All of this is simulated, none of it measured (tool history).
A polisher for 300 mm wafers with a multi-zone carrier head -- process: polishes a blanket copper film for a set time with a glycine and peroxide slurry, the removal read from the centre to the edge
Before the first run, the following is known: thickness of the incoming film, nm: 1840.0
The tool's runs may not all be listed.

run	hour	flow of slurry (ml/min)	pressure of the head's centre zone	pressure of the head's middle zone	pressure of the head's edge zone	polishing time (s)	film removed at the wafer's centre (angstrom)	film removed at mid-radius (angstrom)	film removed at the wafer's edge (angstrom)
1	0.0	205	1.00	1.00	1.00	58	2507.2	2496.5	2521.6
2	1.9	175	1.00	1.00	1.00	58	2473.1	2479.7	2431.0
3	7.5	135	1.00	1.00	1.00	58	2378.4	2336.3	2362.3
4	12.7	135	0.99	1.04	0.95	57	2281.2	2379.7	2273.1
5	16.3	135	0.99	1.04	1.01	57	2331.9	2408.8	2351.2
6	21.1	135	0.92	1.04	1.01	57	2167.3	2378.9	2383.1
7	27.2	135	0.94	1.07	0.96	56	2167.2	2419.0	2261.6
8	34.3	135	0.95	1.09	0.92	55	2157.8	2428.5	2168.3

Forecast run 9:
9	41.8	135	0.95	1.10	0.89	55	?	?	?

For run 9 the tool returned film removed at the wafer's centre (angstrom) 2130.5, film removed at mid-radius (angstrom) 2416.8, film removed at the wafer's edge (angstrom) 2147.9.
